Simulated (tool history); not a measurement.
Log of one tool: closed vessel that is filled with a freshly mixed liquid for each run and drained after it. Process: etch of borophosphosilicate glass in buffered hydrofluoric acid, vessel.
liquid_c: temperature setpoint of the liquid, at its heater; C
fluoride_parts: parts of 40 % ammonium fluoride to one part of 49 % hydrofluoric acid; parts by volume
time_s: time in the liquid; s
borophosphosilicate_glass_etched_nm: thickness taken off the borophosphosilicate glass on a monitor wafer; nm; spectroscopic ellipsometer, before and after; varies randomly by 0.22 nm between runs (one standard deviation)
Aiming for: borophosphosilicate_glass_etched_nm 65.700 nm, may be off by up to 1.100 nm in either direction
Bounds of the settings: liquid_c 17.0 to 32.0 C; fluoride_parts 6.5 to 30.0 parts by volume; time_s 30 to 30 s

run,day,liquid_c,fluoride_parts,time_s,borophosphosilicate_glass_etched_nm
1,0.000,24.0,18.5,30,39.005
2,0.175,25.5,18.0,30,43.432
3,0.525,27.0,17.5,30,47.865
4,0.625,27.0,14.0,30,60.198
5,0.862,27.0,9.0,30,89.887
6,1.108,27.0,6.5,30,125.060
7,1.196,25.0,7.0,30,105.310
8,1.292,23.5,7.5,30,91.150
9,1.562,22.0,7.5,30,83.862
10,1.704,21.0,7.5,30,79.724
11,2.029,17.0,7.5,30,64.002

Of the 4 settings listed for the next run, only one would bring every result within its allowed miss of target. Which one?
A,2.354,18.5,8.5,30,?
B,2.354,20.5,9.0,30,?
C,2.354,19.0,8.5,30,?
D,2.354,17.5,7.5,30,?

move,borophosphosilicate_glass_etched_nm
A,60.415
B,63.314
C,62.100
D,65.579
A: moves away from the targets compared with the last run
B: moves away from the targets compared with the last run
C: moves away from the targets compared with the last run
D: every result within its allowed miss
The right move is D.

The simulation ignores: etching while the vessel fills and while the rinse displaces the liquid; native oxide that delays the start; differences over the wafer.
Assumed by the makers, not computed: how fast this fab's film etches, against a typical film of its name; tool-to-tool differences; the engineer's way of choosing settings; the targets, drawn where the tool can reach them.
